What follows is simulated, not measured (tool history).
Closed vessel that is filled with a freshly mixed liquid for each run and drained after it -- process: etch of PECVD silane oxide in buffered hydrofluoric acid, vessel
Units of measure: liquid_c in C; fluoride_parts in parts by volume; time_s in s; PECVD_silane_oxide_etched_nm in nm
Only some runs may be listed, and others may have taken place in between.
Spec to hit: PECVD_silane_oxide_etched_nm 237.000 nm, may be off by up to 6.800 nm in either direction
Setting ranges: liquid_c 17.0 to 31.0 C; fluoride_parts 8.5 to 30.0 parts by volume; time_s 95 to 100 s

run  hour  liquid_c  fluoride_parts  time_s  PECVD_silane_oxide_etched_nm
  1   0.0      23.0            23.0      95                        93.558
  2   4.9      21.0            23.0      95                        82.660
  3  10.9      23.5            23.0      95                        96.353
  4  14.0      23.5            23.0     100                       100.540
  5  15.3      23.5            23.0     100                       100.460
  6  22.2      24.5            21.0     100                       114.390
  7  27.6      25.5            19.5     100                       128.030
  8  32.5      26.0            18.5     100                       137.020

Which one of the following 4 next-run settings gets every result inside its allowed miss? There is exactly one.
  A  37.4      31.0            13.0     100                             ?
  B  37.4      27.5            10.5     100                             ?
  C  37.4      31.0            14.0     100                             ?
  D  37.4      27.0            16.5     100                             ?

move  PECVD_silane_oxide_etched_nm
   A                       253.040
   B                       259.100
   C                       235.350
   D                       162.110
A: takes the result that was furthest off past its target
B: takes the result that was furthest off past its target
C: every result within its allowed miss
D: closes in on the targets versus the last run, not all within tolerance yet
Move C is the one to make.

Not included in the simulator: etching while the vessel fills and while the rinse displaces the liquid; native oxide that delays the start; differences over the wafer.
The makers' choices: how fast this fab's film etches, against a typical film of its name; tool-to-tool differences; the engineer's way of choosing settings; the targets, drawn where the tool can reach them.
